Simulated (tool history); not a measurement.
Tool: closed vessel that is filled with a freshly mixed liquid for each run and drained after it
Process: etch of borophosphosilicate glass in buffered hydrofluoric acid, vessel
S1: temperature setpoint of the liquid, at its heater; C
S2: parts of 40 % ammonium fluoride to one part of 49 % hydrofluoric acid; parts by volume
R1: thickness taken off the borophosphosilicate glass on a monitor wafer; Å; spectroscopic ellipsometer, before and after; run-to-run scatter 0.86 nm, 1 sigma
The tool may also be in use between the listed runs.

{"run": 1, "day": 0.0, "S1": 21.0, "S2": 12.5, "time in the liquid (s)": 100, "R1": 1303.5}
{"run": 2, "day": 0.05, "S1": 22.5, "S2": 12.5, "time in the liquid (s)": 100, "R1": 1398.3}
{"run": 3, "day": 0.267, "S1": 22.5, "S2": 12.5, "time in the liquid (s)": 110, "R1": 1540.3}
{"run": 4, "day": 0.629, "S1": 22.5, "S2": 12.5, "time in the liquid (s)": 100, "R1": 1405.2}
{"run": 5, "day": 0.9, "S1": 20.0, "S2": 12.5, "time in the liquid (s)": 100, "R1": 1217.9}
{"run": 6, "day": 1.183, "S1": 20.0, "S2": 12.5, "time in the liquid (s)": 110, "R1": 1347.1}
{"run": 7, "day": 1.571, "S1": 24.0, "S2": 12.5, "time in the liquid (s)": 110, "R1": 1657.0}

What does the tool deliver on the next run?
{"run": 8, "day": 1.892, "S1": 25.0, "S2": 12.5, "time in the liquid (s)": 110, "R1": "?"}

Run 8 yielded R1 1779.3 Å.
